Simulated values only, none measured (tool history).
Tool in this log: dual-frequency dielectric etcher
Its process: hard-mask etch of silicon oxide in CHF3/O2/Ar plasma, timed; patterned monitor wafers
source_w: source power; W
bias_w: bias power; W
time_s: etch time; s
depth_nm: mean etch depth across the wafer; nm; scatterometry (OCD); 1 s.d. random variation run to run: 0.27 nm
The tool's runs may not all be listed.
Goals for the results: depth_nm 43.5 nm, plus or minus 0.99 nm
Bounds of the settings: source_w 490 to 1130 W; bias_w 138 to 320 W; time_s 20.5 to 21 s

{"run": 1, "hour": 0.0, "source_w": 810, "bias_w": 229, "time_s": 20.5, "depth_nm": 51.311}
{"run": 2, "hour": 8.9, "source_w": 950, "bias_w": 229, "time_s": 20.5, "depth_nm": 55.285}
{"run": 3, "hour": 15.0, "source_w": 950, "bias_w": 229, "time_s": 21, "depth_nm": 56.286}
{"run": 4, "hour": 18.2, "source_w": 870, "bias_w": 217, "time_s": 21, "depth_nm": 53.38}
{"run": 5, "hour": 19.6, "source_w": 800, "bias_w": 210, "time_s": 21, "depth_nm": 50.756}
{"run": 6, "hour": 26.0, "source_w": 800, "bias_w": 224, "time_s": 21, "depth_nm": 51.687}
{"run": 7, "hour": 31.6, "source_w": 740, "bias_w": 220, "time_s": 21, "depth_nm": 49.674}
{"run": 8, "hour": 39.0, "source_w": 700, "bias_w": 217, "time_s": 21, "depth_nm": 48.216}
{"run": 9, "hour": 40.9, "source_w": 700, "bias_w": 217, "time_s": 21, "depth_nm": 48.265}
{"hour": 45.1, "done": "bias power generator calibrated"}
{"run": 10, "hour": 45.1, "source_w": 670, "bias_w": 215, "time_s": 21, "depth_nm": 47.53}
{"run": 11, "hour": 48.5, "source_w": 640, "bias_w": 213, "time_s": 21, "depth_nm": 46.439}

Exactly one of the 5 candidate moves below puts every result within its allowed miss. Which one?
{"run": "A", "hour": 51.9, "source_w": 610, "bias_w": 176, "time_s": 20.5, "depth_nm": "?"}
{"run": "B", "hour": 51.9, "source_w": 650, "bias_w": 189, "time_s": 20.5, "depth_nm": "?"}
{"run": "C", "hour": 51.9, "source_w": 730, "bias_w": 209, "time_s": 21, "depth_nm": "?"}
{"run": "D", "hour": 51.9, "source_w": 580, "bias_w": 181, "time_s": 20.5, "depth_nm": "?"}
{"run": "E", "hour": 51.9, "source_w": 560, "bias_w": 207, "time_s": 20.5, "depth_nm": "?"}

move=A depth_nm=41.69
move=B depth_nm=43.91
move=C depth_nm=48.999
move=D depth_nm=40.926
move=E depth_nm=41.732
A: moves the result that the last run missed by most past its target, out the other side
B: meets every target
C: further off than the last run
D: moves the result that the last run missed by most past its target, out the other side
E: moves the result that the last run missed by most past its target, out the other side
Correct choice: B, which meets every target
